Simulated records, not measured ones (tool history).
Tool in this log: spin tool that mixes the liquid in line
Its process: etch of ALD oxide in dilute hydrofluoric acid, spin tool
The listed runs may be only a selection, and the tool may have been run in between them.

run  hour  temperature setpoint of the liquid (C)  parts of water to one part of 49 % hydrofluoric acid (parts by volume)  time under the liquid (s)  thickness taken off the ALD oxide on a monitor wafer (Å)
  1     0                                      22                                                                     190                        230                                                    104.53
  2   0.6                                    23.5                                                                     190                        230                                                    111.94
  3   5.6                                    23.5                                                                     150                        230                                                    148.93
  4  13.3                                    23.5                                                                     150                        230                                                    148.64
  5  20.4                                    22.5                                                                     150                        230                                                    142.24
  6  21.7                                      22                                                                     150                        230                                                    139.92

Predict the results of run 7:
  7  29.4                                    21.5                                                                     150                        230                                                         ?

{"run 7": {"thickness taken off the ALD oxide on a monitor wafer (Å)": 135.46}}
